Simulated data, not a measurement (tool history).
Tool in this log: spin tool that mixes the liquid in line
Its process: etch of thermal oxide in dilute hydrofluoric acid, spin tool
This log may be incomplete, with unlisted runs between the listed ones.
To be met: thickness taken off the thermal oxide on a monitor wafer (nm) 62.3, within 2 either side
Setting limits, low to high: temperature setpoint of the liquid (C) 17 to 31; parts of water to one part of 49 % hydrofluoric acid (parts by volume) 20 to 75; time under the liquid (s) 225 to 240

run  hour  temperature setpoint of the liquid (C)  parts of water to one part of 49 % hydrofluoric acid (parts by volume)  time under the liquid (s)  thickness taken off the thermal oxide on a monitor wafer (nm)
  1     0                                      23                                                                      45                        225                                                         26.752
  2   5.4                                      23                                                                      35                        225                                                         34.605
  3   6.4                                      25                                                                      30                        225                                                         43.632
  4   8.3                                      27                                                                      30                        225                                                         48.292
  5   9.9                                      27                                                                      30                        240                                                         51.846
  6    14                                      27                                                                      30                        240                                                          51.84
  7  18.1                                      31                                                                      30                        240                                                         60.335
  8  18.9                                    30.5                                                                      30                        240                                                         58.677
  9  21.7                                      31                                                                      30                        240                                                         61.455
     28.2  -- thermometer replaced
 10  28.2                                    30.5                                                                      30                        240                                                         53.376
 11    33                                      31                                                                      25                        240                                                         66.462
 12  41.9                                    30.5                                                                      25                        240                                                         64.465

Of the 4 settings listed for the next run, only one would bring every result within its allowed miss of target. Which one?
  A  50.8                                      31                                                                      25                        240                                                              ?
  B  50.8                                    28.5                                                                      20                        225                                                              ?
  C  50.8                                    27.5                                                                      20                        225                                                              ?
  D  50.8                                    30.5                                                                      25                        230                                                              ?

move  thickness taken off the thermal oxide on a monitor wafer (nm)
   A                                                         67.172
   B                                                         71.725
   C                                                          68.84
   D                                                         63.098
A: further off than the last run
B: further off than the last run
C: further off than the last run
D: every result within its allowed miss
The move that meets every target is D.

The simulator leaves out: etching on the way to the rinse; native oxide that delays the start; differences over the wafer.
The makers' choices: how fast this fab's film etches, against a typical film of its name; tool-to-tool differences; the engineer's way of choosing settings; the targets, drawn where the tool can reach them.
